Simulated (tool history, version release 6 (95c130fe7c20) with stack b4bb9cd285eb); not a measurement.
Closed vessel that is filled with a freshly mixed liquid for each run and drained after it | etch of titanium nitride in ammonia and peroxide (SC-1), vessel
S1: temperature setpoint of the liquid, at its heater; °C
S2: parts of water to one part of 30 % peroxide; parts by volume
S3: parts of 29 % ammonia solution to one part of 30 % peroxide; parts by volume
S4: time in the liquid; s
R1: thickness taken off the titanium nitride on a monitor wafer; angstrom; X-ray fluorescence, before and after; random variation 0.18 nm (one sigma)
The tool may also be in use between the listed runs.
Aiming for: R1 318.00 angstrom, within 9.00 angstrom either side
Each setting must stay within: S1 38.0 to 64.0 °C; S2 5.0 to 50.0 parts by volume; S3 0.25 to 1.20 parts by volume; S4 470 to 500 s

{"run": 1, "hour": 0.0, "S1": 48.0, "S2": 27.5, "S3": 0.95, "S4": 470, "R1": 194.66}
{"run": 2, "hour": 3.4, "S1": 48.0, "S2": 27.5, "S3": 1.15, "S4": 470, "R1": 202.96}
{"run": 3, "hour": 4.7, "S1": 48.0, "S2": 19.0, "S3": 1.15, "S4": 470, "R1": 250.33}
{"run": 4, "hour": 6.1, "S1": 49.0, "S2": 19.0, "S3": 1.15, "S4": 470, "R1": 266.31}
{"run": 5, "hour": 7.5, "S1": 49.0, "S2": 19.0, "S3": 1.2, "S4": 470, "R1": 268.83}
{"run": 6, "hour": 12.5, "S1": 49.5, "S2": 19.0, "S3": 1.2, "S4": 470, "R1": 279.64}
{"run": 7, "hour": 13.6, "S1": 50.0, "S2": 19.0, "S3": 1.2, "S4": 470, "R1": 289.83}
{"run": 8, "hour": 16.9, "S1": 50.5, "S2": 19.0, "S3": 1.2, "S4": 470, "R1": 299.45}
{"run": 9, "hour": 25.6, "S1": 51.0, "S2": 19.0, "S3": 1.2, "S4": 470, "R1": 306.02}
{"hour": 28.4, "done": "thermometer replaced"}
{"run": 10, "hour": 28.4, "S1": 51.5, "S2": 19.0, "S3": 1.2, "S4": 470, "R1": 280.15}

Exercise: of the 4 proposed moves below, exactly one satisfies all targets within the stated allowed misses. Which move is it?
{"run": "A", "hour": 31.2, "S1": 51.0, "S2": 18.5, "S3": 1.1, "S4": 470, "R1": "?"}
{"run": "B", "hour": 31.2, "S1": 52.0, "S2": 17.5, "S3": 1.2, "S4": 490, "R1": "?"}
{"run": "C", "hour": 31.2, "S1": 50.5, "S2": 12.0, "S3": 0.85, "S4": 500, "R1": "?"}
{"run": "D", "hour": 31.2, "S1": 51.5, "S2": 15.0, "S3": 1.2, "S4": 500, "R1": "?"}

move=A R1=268.58
move=B R1=313.58
move=C R1=332.61
move=D R1=335.36
A: its largest miss is bigger than the last run's
B: every result lands within tolerance
C: moves the result that the last run missed by most past its target, out the other side
D: moves the result that the last run missed by most past its target, out the other side
Answer: B
